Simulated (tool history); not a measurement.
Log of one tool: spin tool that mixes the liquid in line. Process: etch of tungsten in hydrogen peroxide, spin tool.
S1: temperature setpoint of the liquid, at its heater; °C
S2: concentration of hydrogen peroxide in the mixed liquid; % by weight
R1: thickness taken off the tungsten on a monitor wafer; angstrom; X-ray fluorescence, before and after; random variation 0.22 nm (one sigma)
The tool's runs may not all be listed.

Run 1, hour 0.0: S1 53.0 °C, S2 19.5 % by weight, time under the liquid (s) 70. Result: R1 658.87 angstrom.
Run 2, hour 0.7: S1 53.0 °C, S2 19.5 % by weight, time under the liquid (s) 70. Result: R1 654.41 angstrom.
Run 3, hour 6.5: S1 49.5 °C, S2 19.5 % by weight, time under the liquid (s) 70. Result: R1 535.50 angstrom.
Run 4, hour 11.4: S1 44.5 °C, S2 19.5 % by weight, time under the liquid (s) 70. Result: R1 389.54 angstrom.
Run 5, hour 18.8: S1 44.5 °C, S2 19.5 % by weight, time under the liquid (s) 70. Result: R1 387.21 angstrom.
Run 6, hour 25.7: S1 50.5 °C, S2 19.5 % by weight, time under the liquid (s) 70. Result: R1 567.82 angstrom.
Run 7, hour 30.8: S1 48.0 °C, S2 19.5 % by weight, time under the liquid (s) 70. Result: R1 490.82 angstrom.

Run 8 comes next. What will it give?
Run 8, hour 32.4: S1 46.0 °C, S2 19.5 % by weight, time under the liquid (s) 70. Result: R1 ?.

Run 8 gave R1 429.90 angstrom.
